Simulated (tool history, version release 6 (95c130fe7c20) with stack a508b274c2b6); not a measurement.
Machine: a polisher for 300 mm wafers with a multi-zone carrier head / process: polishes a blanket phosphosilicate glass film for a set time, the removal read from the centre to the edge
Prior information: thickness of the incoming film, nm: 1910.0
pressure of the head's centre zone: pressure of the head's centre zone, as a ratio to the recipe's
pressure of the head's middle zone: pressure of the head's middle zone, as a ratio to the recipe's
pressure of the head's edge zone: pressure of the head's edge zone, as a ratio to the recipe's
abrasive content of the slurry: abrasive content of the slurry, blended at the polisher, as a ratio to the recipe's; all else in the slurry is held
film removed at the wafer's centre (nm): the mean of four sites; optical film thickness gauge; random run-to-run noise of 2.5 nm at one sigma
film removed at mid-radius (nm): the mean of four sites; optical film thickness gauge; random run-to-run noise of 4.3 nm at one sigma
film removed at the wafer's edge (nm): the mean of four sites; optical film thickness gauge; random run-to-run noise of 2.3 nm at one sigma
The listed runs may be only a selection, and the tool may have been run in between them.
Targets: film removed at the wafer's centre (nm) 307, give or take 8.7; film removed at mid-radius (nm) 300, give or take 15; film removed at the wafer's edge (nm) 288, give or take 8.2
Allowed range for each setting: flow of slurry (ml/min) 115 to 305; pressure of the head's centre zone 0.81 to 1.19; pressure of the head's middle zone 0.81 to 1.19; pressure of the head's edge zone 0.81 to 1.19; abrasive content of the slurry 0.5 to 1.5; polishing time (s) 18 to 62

| run | day | flow of slurry (ml/min) | pressure of the head's centre zone | pressure of the head's middle zone | pressure of the head's edge zone | abrasive content of the slurry | polishing time (s) | film removed at the wafer's centre (nm) | film removed at mid-radius (nm) | film removed at the wafer's edge (nm) |
|---|---|---|---|---|---|---|---|---|---|---|
| 1 | 0 | 195 | 1 | 1 | 1 | 1 | 40 | 215.62 | 206.03 | 210.29 |
| 2 | 0.225 | 200 | 1.01 | 1.02 | 1.02 | 1.05 | 40 | 220.59 | 209.67 | 218.78 |
| 3 | 0.592 | 200 | 1.01 | 1.02 | 1.02 | 1.25 | 40 | 231.09 | 218.9 | 225.94 |
| 4 | 0.662 | 200 | 1.08 | 1.02 | 1.02 | 1.25 | 40 | 244.57 | 221.65 | 225.64 |
| 5 | 1.033 | 200 | 1.08 | 1.02 | 1.07 | 1.25 | 40 | 244.96 | 220.69 | 229.95 |
| 6 | 1.129 | 205 | 1.08 | 1.04 | 1.08 | 1.3 | 41 | 256.05 | 225.39 | 242.97 |
| 7 | 1.271 | 205 | 1.07 | 1.06 | 1.06 | 1.35 | 42 | 262.84 | 242.27 | 250.93 |
| 8 | 1.492 | 210 | 1.07 | 1.08 | 1.06 | 1.35 | 42 | 266.19 | 258.16 | 245.73 |
| 9 | 1.675 | 215 | 1.07 | 1.09 | 1.07 | 1.35 | 42 | 266.83 | 251.23 | 251.15 |
| 10 | 1.971 | 220 | 1.07 | 1.1 | 1.08 | 1.35 | 42 | 264.69 | 259.65 | 252.3 |
| 11 | 2.208 | 225 | 1.08 | 1.11 | 1.09 | 1.35 | 42 | 265.74 | 258.09 | 256.16 |
| 12 | 2.267 | 265 | 1.13 | 1.19 | 1.1 | 1.5 | 43 | 302.83 | 301.95 | 269.92 |
| 13 | 2.338 | 265 | 1.13 | 1.19 | 1.11 | 1.5 | 43 | 303.4 | 298.99 | 272.51 |
| 14 | 2.592 | 265 | 1.13 | 1.19 | 1.12 | 1.5 | 43 | 302.91 | 297.52 | 274.71 |

4 next moves are on the table. One of them brings every result within its allowed miss. Which?
| A | 2.846 | 295 | 1.1 | 1.19 | 0.98 | 1.35 | 45 | ? | ? | ? |
| B | 2.846 | 305 | 1.15 | 1.19 | 1.04 | 1.5 | 42 | ? | ? | ? |
| C | 2.846 | 300 | 1.13 | 1.18 | 1.16 | 1.45 | 44 | ? | ? | ? |
| D | 2.846 | 285 | 1.16 | 1.19 | 1.08 | 1.5 | 42 | ? | ? | ? |

| move | film removed at the wafer's centre (nm) | film removed at mid-radius (nm) | film removed at the wafer's edge (nm) |
|---|---|---|---|
| A | 299.32 | 302.45 | 261.26 |
| B | 300.02 | 291.62 | 259.16 |
| C | 306.12 | 299.92 | 283.9 |
| D | 300.09 | 289.69 | 262.75 |
A: moves away from the targets compared with the last run
B: moves away from the targets compared with the last run
C: in spec on every target
D: moves away from the targets compared with the last run
Move C is the one to make.

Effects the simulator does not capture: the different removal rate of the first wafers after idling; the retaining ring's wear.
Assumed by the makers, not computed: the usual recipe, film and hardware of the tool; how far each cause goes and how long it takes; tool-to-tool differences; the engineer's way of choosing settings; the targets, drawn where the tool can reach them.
